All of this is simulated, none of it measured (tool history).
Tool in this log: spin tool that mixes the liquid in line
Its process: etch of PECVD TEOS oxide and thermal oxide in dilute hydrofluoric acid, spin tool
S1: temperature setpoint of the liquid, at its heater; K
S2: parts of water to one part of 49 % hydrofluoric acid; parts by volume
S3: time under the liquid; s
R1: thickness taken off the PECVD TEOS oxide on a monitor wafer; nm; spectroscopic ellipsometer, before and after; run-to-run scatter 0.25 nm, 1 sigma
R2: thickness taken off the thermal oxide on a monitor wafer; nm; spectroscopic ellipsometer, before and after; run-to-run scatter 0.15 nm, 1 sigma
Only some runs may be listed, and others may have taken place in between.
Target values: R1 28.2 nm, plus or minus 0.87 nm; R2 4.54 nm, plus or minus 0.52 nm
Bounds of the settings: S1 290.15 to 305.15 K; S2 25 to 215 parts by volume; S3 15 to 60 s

run    day      S1   S2  S3      R1      R2
  1      0  297.15  120  30  7.5379  1.2119
  2  0.096  299.15   90  30  11.204  1.8667
  3  0.158  297.15   90  30  10.429   1.699
  4  0.192  297.15  110  30  8.3853  1.4272
  5  0.558  299.15   85  30  12.036  1.9511
  6  0.583  301.15   85  30  13.064  2.2426
  7  0.933  301.65   65  30  17.753  2.7186
  8  0.988  301.65   65  30  17.701  2.8583
  9  1.012  305.15   25  30  57.203  8.4537
 10    1.1  303.15   25  30    51.9  7.7922
 11  1.367  299.65   30  30  38.426  5.9611
 12  1.688  297.15   30  30   33.92  5.2764
 13  1.921  295.65   30  30   31.97  5.3466
 14  2.017  295.15   30  30  31.564  4.6184
 15    2.2  297.65   50  30  20.176  3.0945
 16  2.438  299.65   50  30  21.992  3.5607
 17  2.671  303.15   35  30  36.842  5.5064
 18  2.904  303.15   35  30  36.797  6.0145
 19  3.079  301.65   35  30  34.461    5.82
 20  3.333  300.15   35  30  32.419  5.2074
 21  3.633  299.15   35  30  31.092  4.9341
 22  3.883  298.65   35  30  30.526  4.8312
 23  4.054  298.15   35  30  29.714  4.9353
 24  4.146  297.65   40  30   25.78  4.1458
 25  4.238  298.15   40  30  26.461   4.061
 26  4.596  298.65   40  30   26.55  4.1503
 27  4.825  298.65   40  30  26.379  4.3998

4 candidate next runs follow, results not yet known. Just one meets every target within its allowed miss. Identify it.
  A  5.054  290.15  30  30   ?   ?
  B  5.054  290.65  30  30   ?   ?
  C  5.054  293.65  50  50   ?   ?
  D  5.054  294.15  55  50   ?   ?

move      R1      R2
   A  25.287  3.8828
   B   25.85  3.9691
   C  28.735  4.4121
   D  26.517  4.0715
A: moves away from the targets compared with the last run
B: moves away from the targets compared with the last run
C: in spec on every target
D: nearer the targets than the last run, but a result is still out of spec
So the answer is move C, the one that meets all the targets.
